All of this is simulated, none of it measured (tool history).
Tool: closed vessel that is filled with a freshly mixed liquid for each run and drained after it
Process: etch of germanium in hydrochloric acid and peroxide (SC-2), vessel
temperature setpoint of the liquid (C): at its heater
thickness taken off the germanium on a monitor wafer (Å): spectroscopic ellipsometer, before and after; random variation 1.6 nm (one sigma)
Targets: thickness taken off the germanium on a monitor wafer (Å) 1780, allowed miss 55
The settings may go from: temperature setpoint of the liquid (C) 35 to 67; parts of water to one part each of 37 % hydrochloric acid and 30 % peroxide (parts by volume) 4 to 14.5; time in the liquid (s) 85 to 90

run,hour,temperature setpoint of the liquid (C),parts of water to one part each of 37 % hydrochloric acid and 30 % peroxide (parts by volume),time in the liquid (s),thickness taken off the germanium on a monitor wafer (Å)
1,0,51,8,85,2352.2
2,6.2,51,6,85,2351.3
3,12,49,6,85,2221.8
4,17.9,47,6,85,2062.8
5,25.7,46,6,85,1999.4
6,28.6,46,7.5,85,2001.6
7,35.5,45,7.5,85,1919.2
8,41.8,44.5,7.5,85,1873.1
9,50.7,44,7.5,85,1859.6
10,53.6,43.5,7.5,85,1848.7

4 next moves are on the table. One of them brings every result within its allowed miss. Which?
A,56.5,40.5,9,85,?
B,56.5,42.5,8,90,?
C,56.5,44.5,6,90,?
D,56.5,41.5,9.5,90,?

move,thickness taken off the germanium on a monitor wafer (Å)
A,1634.8
B,1865.3
C,2020.8
D,1783
A: takes the result that was furthest off past its target
B: further off than the last run
C: further off than the last run
D: meets every target
Answer: D

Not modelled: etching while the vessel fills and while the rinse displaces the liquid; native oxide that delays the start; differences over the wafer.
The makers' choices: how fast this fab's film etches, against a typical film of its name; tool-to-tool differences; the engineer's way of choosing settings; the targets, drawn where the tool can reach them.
